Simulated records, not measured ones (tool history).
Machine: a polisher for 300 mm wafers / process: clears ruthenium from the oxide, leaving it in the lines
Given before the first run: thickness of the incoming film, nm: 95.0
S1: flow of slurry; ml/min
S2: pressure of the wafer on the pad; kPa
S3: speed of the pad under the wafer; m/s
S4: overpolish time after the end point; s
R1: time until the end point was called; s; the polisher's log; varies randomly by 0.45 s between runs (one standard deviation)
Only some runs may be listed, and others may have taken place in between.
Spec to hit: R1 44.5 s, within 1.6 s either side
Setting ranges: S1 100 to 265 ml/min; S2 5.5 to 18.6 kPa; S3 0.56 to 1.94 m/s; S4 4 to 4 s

run 1 hour=0 | S1=170 S2=11.7 S3=1.24 S4=4 | R1=67.521
run 2 hour=2.6 | S1=170 S2=11.7 S3=1.12 S4=4 | R1=71.313
run 3 hour=3.1 | S1=170 S2=11.7 S3=1.12 S4=4 | R1=72.237
run 4 hour=11.2 | S1=170 S2=12.4 S3=1.12 S4=4 | R1=68.369
run 5 hour=19.6 | S1=170 S2=12.4 S3=1.12 S4=4 | R1=68.147
run 6 hour=25.8 | S1=130 S2=12.4 S3=1.12 S4=4 | R1=71.217
run 7 hour=29.4 | S1=170 S2=15.9 S3=1.14 S4=4 | R1=52.427
run 8 hour=34.9 | S1=180 S2=17.2 S3=1.14 S4=4 | R1=48.862
run 9 hour=43.8 | S1=180 S2=17.9 S3=1.14 S4=4 | R1=47.585

Exercise: of the 5 proposed moves below, exactly one satisfies all targets within the stated allowed misses. Which move is it?
run A hour=52.7 | S1=170 S2=17.2 S3=1.08 S4=4 | R1=?
run B hour=52.7 | S1=195 S2=17.9 S3=1 S4=4 | R1=?
run C hour=52.7 | S1=190 S2=17.2 S3=1.06 S4=4 | R1=?
run D hour=52.7 | S1=205 S2=18.6 S3=1.12 S4=4 | R1=?
run E hour=52.7 | S1=175 S2=17.9 S3=1.12 S4=4 | R1=?

move=A R1=51.206
move=B R1=50.883
move=C R1=51.013
move=D R1=45.075
move=E R1=47.835
A: its largest miss is bigger than the last run's
B: its largest miss is bigger than the last run's
C: its largest miss is bigger than the last run's
D: in spec on every target
E: its largest miss is bigger than the last run's
So the answer is move D, the one that meets all the targets.
